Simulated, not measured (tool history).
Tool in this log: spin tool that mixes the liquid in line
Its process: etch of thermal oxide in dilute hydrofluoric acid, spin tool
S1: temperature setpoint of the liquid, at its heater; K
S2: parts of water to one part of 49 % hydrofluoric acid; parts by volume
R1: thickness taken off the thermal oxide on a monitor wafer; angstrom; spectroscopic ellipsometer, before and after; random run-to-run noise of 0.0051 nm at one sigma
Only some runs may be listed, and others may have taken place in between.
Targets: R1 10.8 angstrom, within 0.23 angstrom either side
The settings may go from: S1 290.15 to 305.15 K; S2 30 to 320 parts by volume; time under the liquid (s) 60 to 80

run 1 hour=0 | S1=297.15 S2=175 time_under_the_liquid_(s)=80 | R1=19.696
run 2 hour=3.6 | S1=295.15 S2=190 time_under_the_liquid_(s)=80 | R1=16.408
run 3 hour=8.1 | S1=295.15 S2=190 time_under_the_liquid_(s)=80 | R1=16.492
run 4 hour=13.3 | S1=295.15 S2=190 time_under_the_liquid_(s)=80 | R1=16.567
run 5 hour=14.7 | S1=293.65 S2=200 time_under_the_liquid_(s)=80 | R1=14.809
run 6 hour=16.8 | S1=292.15 S2=200 time_under_the_liquid_(s)=80 | R1=13.902
run 7 hour=20.7 | S1=291.65 S2=210 time_under_the_liquid_(s)=80 | R1=12.746
run 8 hour=21.6 | S1=291.65 S2=210 time_under_the_liquid_(s)=80 | R1=12.888

Which of these 4 next moves meets every target?
run A hour=22.5 | S1=295.15 S2=175 time_under_the_liquid_(s)=60 | R1=?
run B hour=22.5 | S1=291.65 S2=195 time_under_the_liquid_(s)=80 | R1=?
run C hour=22.5 | S1=290.65 S2=220 time_under_the_liquid_(s)=70 | R1=?
run D hour=22.5 | S1=290.15 S2=180 time_under_the_liquid_(s)=60 | R1=?

move=A R1=13.649
move=B R1=13.972
move=C R1=10.179
move=D R1=10.846
A: further off than the last run
B: further off than the last run
C: carries the result that was furthest off beyond its target, to the other side
D: all results land within tolerance of their targets
The move that meets every target is D.
